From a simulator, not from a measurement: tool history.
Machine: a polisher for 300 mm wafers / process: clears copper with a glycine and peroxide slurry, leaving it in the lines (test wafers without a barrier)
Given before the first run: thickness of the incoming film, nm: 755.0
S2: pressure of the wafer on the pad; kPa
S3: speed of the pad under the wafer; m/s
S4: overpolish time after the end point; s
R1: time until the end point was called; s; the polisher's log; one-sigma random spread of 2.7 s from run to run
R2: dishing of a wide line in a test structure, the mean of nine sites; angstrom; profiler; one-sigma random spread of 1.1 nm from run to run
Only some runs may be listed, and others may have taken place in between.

{"run": 1, "day": 0.0, "flow of slurry (ml/min)": 300, "S2": 17.2, "S3": 0.94, "S4": 27, "R1": 168.72, "R2": 826.08}
{"run": 2, "day": 0.371, "flow of slurry (ml/min)": 300, "S2": 17.2, "S3": 1.06, "S4": 27, "R1": 156.27, "R2": 876.51}
{"run": 3, "day": 0.633, "flow of slurry (ml/min)": 245, "S2": 17.2, "S3": 1.06, "S4": 27, "R1": 164.9, "R2": 851.5}
{"run": 4, "day": 1.004, "flow of slurry (ml/min)": 245, "S2": 17.2, "S3": 1.06, "S4": 26, "R1": 163.79, "R2": 823.35}
{"run": 5, "day": 1.162, "flow of slurry (ml/min)": 245, "S2": 18.6, "S3": 1.06, "S4": 26, "R1": 154.02, "R2": 883.07}
{"run": 6, "day": 1.475, "flow of slurry (ml/min)": 245, "S2": 15.9, "S3": 1.06, "S4": 26, "R1": 174.08, "R2": 815.8}

Estimate the outcome of run 7 from the log above:
{"run": 7, "day": 1.617, "flow of slurry (ml/min)": 245, "S2": 15.9, "S3": 1.06, "S4": 25, "R1": "?", "R2": "?"}

For run 7 the tool returned R1 172.02 s, R2 774.69 angstrom.
